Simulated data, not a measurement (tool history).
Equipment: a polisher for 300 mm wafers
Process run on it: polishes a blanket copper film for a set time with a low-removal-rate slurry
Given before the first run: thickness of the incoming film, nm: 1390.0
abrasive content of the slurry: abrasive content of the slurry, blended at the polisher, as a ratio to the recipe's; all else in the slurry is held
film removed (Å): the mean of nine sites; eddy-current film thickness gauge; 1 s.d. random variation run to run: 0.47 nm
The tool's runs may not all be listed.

| run | hour | flow of slurry (ml/min) | pressure of the wafer on the pad (kPa) | speed of the pad under the wafer (cm/s) | abrasive content of the slurry | polishing time (s) | film removed (Å) |
|---|---|---|---|---|---|---|---|
| 1 | 0.0 | 165 | 17.2 | 86 | 1.0 | 53 | 1079.20 |
| 2 | 0.7 | 165 | 17.2 | 72 | 1.0 | 53 | 907.58 |
| 3 | 3.4 | 165 | 17.2 | 86 | 1.0 | 53 | 1070.60 |
| 4 | 4.0 | 165 | 20.0 | 86 | 1.0 | 53 | 1262.90 |
| 5 | 12.4 | 165 | 20.0 | 86 | 0.8 | 53 | 1180.80 |
| 6 | 15.2 | 135 | 20.0 | 86 | 0.8 | 53 | 1154.30 |
| 7 | 19.8 | 135 | 17.9 | 80 | 0.8 | 53 | 948.00 |
| 8 | 25.4 | 135 | 16.5 | 76 | 0.8 | 53 | 843.68 |

The next listed run, before its measurement:
| 9 | 32.0 | 135 | 15.2 | 72 | 0.8 | 53 | ? |

film removed (Å): 749.54
